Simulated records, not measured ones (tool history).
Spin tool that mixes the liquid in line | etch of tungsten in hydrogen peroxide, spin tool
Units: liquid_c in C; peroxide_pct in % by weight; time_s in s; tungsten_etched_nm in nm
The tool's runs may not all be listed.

run	day	liquid_c	peroxide_pct	time_s	tungsten_etched_nm
1	0.000	47.0	19	15	16.181
2	0.167	47.0	19	15	16.283
3	0.304	49.0	19	15	18.623
4	0.404	45.5	19	15	14.932
5	0.558	51.5	19	15	21.419
6	0.925	51.5	19	15	21.554

Run 7 comes next. What will it give?
7	1.275	52.5	19	15	?

{"run 7": {"tungsten_etched_nm": 22.49}}
